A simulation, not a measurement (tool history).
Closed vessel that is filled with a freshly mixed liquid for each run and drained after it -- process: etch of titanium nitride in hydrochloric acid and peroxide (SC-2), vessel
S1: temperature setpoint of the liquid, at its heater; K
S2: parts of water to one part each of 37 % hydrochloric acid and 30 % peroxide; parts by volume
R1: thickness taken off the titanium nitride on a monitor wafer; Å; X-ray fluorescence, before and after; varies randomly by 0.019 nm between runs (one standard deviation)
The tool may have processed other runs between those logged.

Run 1, hour 0: S1 337.15 K, S2 7 parts by volume, time in the liquid (s) 135. Result: R1 91.415 Å.
Run 2, hour 1.9: S1 337.15 K, S2 7 parts by volume, time in the liquid (s) 75. Result: R1 50.633 Å.
Run 3, hour 7.3: S1 337.15 K, S2 7 parts by volume, time in the liquid (s) 135. Result: R1 91.34 Å.
Run 4, hour 16.1: S1 337.15 K, S2 8 parts by volume, time in the liquid (s) 135. Result: R1 81.912 Å.
Run 5, hour 18.8: S1 336.15 K, S2 8 parts by volume, time in the liquid (s) 135. Result: R1 77.064 Å.
Run 6, hour 24.9: S1 336.15 K, S2 8 parts by volume, time in the liquid (s) 75. Result: R1 42.826 Å.
Run 7, hour 31: S1 336.65 K, S2 8 parts by volume, time in the liquid (s) 75. Result: R1 44.001 Å.

Forecast run 8:
Run 8, hour 35.6: S1 336.65 K, S2 8 parts by volume, time in the liquid (s) 75. Result: R1 ?.

R1: 44.054 Å
